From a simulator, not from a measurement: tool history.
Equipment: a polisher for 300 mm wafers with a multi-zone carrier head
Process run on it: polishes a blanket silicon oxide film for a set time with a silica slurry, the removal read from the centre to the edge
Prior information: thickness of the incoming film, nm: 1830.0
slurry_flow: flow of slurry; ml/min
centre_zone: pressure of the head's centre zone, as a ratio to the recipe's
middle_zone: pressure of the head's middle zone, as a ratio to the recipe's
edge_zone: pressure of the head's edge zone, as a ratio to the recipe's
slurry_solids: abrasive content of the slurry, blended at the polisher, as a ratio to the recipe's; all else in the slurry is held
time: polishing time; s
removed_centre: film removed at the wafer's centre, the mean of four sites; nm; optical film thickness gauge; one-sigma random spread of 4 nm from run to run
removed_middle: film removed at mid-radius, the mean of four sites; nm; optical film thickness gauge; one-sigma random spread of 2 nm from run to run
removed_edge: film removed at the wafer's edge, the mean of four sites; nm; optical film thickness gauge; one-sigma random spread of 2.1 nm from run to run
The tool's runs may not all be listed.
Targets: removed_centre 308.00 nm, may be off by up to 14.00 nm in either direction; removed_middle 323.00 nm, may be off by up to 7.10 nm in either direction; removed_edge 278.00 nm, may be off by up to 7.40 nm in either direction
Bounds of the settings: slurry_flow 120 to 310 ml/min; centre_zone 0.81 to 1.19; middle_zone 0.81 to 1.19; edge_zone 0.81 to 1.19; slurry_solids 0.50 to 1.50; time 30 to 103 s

| run | hour | slurry_flow | centre_zone | middle_zone | edge_zone | slurry_solids | time | removed_centre | removed_middle | removed_edge |
|---|---|---|---|---|---|---|---|---|---|---|
| 1 | 0.0 | 200 | 1.00 | 1.00 | 1.00 | 1.00 | 66 | 316.69 | 322.16 | 309.78 |
| 2 | 6.8 | 200 | 1.00 | 1.00 | 1.00 | 1.00 | 53 | 250.83 | 260.78 | 248.45 |
| 3 | 13.2 | 220 | 1.03 | 1.05 | 1.03 | 1.00 | 53 | 261.65 | 273.43 | 254.58 |
| 4 | 20.5 | 220 | 1.03 | 1.05 | 1.03 | 1.00 | 59 | 295.77 | 304.06 | 280.41 |
| 5 | 25.9 | 220 | 1.03 | 1.00 | 1.03 | 1.00 | 59 | 296.23 | 290.48 | 288.24 |
| 6 | 27.2 | 220 | 0.99 | 1.00 | 1.03 | 1.00 | 59 | 285.00 | 289.79 | 284.52 |
| 7 | 32.8 | 235 | 1.01 | 1.03 | 1.01 | 1.00 | 59 | 292.65 | 303.45 | 280.45 |
| 8 | 41.2 | 245 | 1.02 | 1.04 | 1.00 | 1.00 | 59 | 294.60 | 304.06 | 283.23 |
| 9 | 48.2 | 250 | 1.04 | 1.06 | 0.99 | 1.00 | 59 | 290.29 | 311.26 | 282.64 |
| 10 | 51.4 | 250 | 1.09 | 1.08 | 0.99 | 1.00 | 59 | 311.29 | 315.57 | 284.23 |

5 candidate next runs follow, results not yet known. Just one meets every target within its allowed miss. Identify it.
| A | 54.6 | 270 | 1.13 | 1.11 | 1.00 | 1.00 | 62 | ? | ? | ? |
| B | 54.6 | 245 | 1.06 | 1.04 | 0.83 | 0.75 | 83 | ? | ? | ? |
| C | 54.6 | 270 | 1.19 | 1.07 | 0.90 | 1.05 | 59 | ? | ? | ? |
| D | 54.6 | 265 | 1.07 | 1.10 | 0.96 | 1.15 | 54 | ? | ? | ? |
| E | 54.6 | 260 | 1.07 | 1.17 | 0.95 | 1.00 | 60 | ? | ? | ? |

| move | removed_centre | removed_middle | removed_edge |
|---|---|---|---|
| A | 346.99 | 340.16 | 295.15 |
| B | 344.71 | 340.64 | 287.99 |
| C | 357.67 | 323.59 | 276.17 |
| D | 311.37 | 319.25 | 273.94 |
| E | 317.64 | 343.13 | 277.90 |
A: takes the biggest miss from the last run beyond its target
B: takes the biggest miss from the last run beyond its target
C: brings the last run's worst result on target, with another outside its allowed miss
D: meets every target
E: takes the biggest miss from the last run beyond its target
So the answer is move D, the one that meets all the targets.
